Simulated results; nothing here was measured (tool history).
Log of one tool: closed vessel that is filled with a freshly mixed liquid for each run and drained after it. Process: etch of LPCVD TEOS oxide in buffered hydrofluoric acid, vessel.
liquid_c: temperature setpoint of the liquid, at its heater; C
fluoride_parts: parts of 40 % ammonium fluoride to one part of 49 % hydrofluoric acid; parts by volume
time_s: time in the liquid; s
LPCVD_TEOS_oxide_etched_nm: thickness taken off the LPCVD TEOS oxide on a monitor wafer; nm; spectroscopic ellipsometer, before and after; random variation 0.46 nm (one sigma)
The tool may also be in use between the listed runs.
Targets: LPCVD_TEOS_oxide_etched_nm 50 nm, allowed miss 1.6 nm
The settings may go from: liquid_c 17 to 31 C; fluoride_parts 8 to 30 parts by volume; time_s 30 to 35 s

run  hour  liquid_c  fluoride_parts  time_s  LPCVD_TEOS_oxide_etched_nm
  1     0        23            22.5      35                      35.925
  2     4        24            22.5      35                      38.692
  3  10.2      26.5            22.5      35                      44.299
  4  10.9        27            22.5      35                      45.242
  5  13.7        27            22.5      30                      38.079
  6  22.1      27.5              22      30                      39.388
  7  23.4        28            21.5      30                      41.984
  8  25.4      28.5              21      30                      43.762
  9    33        29              21      30                      45.124
 10  37.9      29.5              21      30                      46.279

Which of these 5 next moves meets every target?
  A  42.8        28              26      35                           ?
  B  42.8        30              22      30                           ?
  C  42.8      30.5              26      30                           ?
  D  42.8      30.5              22      30                           ?
  E  42.8      29.5              23      35                           ?

move  LPCVD_TEOS_oxide_etched_nm
   A                      42.024
   B                      44.918
   C                      41.151
   D                      46.119
   E                      49.508
A: further off than the last run
B: further off than the last run
C: further off than the last run
D: as far off as the last run
E: meets every target
Answer: E
